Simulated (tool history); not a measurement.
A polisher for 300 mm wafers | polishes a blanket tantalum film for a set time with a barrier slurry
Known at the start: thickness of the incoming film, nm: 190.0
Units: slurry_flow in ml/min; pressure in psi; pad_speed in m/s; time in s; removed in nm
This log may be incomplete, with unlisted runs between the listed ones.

{"run": 1, "hour": 0.0, "slurry_flow": 160, "pressure": 1.8, "pad_speed": 1.12, "slurry_solids": 1, "time": 29, "removed": 60.011}
{"run": 2, "hour": 1.0, "slurry_flow": 155, "pressure": 1.8, "pad_speed": 1.12, "slurry_solids": 1, "time": 29, "removed": 59.704}
{"run": 3, "hour": 2.6, "slurry_flow": 145, "pressure": 1.6, "pad_speed": 1.12, "slurry_solids": 1, "time": 29, "removed": 53.061}
{"run": 4, "hour": 8.4, "slurry_flow": 145, "pressure": 1.6, "pad_speed": 1.12, "slurry_solids": 1, "time": 29, "removed": 54.01}
{"run": 5, "hour": 9.1, "slurry_flow": 145, "pressure": 1.6, "pad_speed": 1.3, "slurry_solids": 1, "time": 29, "removed": 61.825}
{"run": 6, "hour": 17.7, "slurry_flow": 145, "pressure": 1.8, "pad_speed": 1.3, "slurry_solids": 1, "time": 29, "removed": 68.74}
{"run": 7, "hour": 25.5, "slurry_flow": 145, "pressure": 1.7, "pad_speed": 1.3, "slurry_solids": 1, "time": 29, "removed": 65.327}
{"run": 8, "hour": 32.9, "slurry_flow": 145, "pressure": 1.6, "pad_speed": 1.3, "slurry_solids": 1, "time": 29, "removed": 61.046}
{"run": 9, "hour": 35.4, "slurry_flow": 145, "pressure": 1.5, "pad_speed": 1.3, "slurry_solids": 1, "time": 29, "removed": 58.326}

What does the tool deliver on the next run?
{"run": 10, "hour": 37.2, "slurry_flow": 140, "pressure": 1.3, "pad_speed": 1.3, "slurry_solids": 1, "time": 29, "removed": "?"}

For run 10 the tool returned removed 51.806 nm.
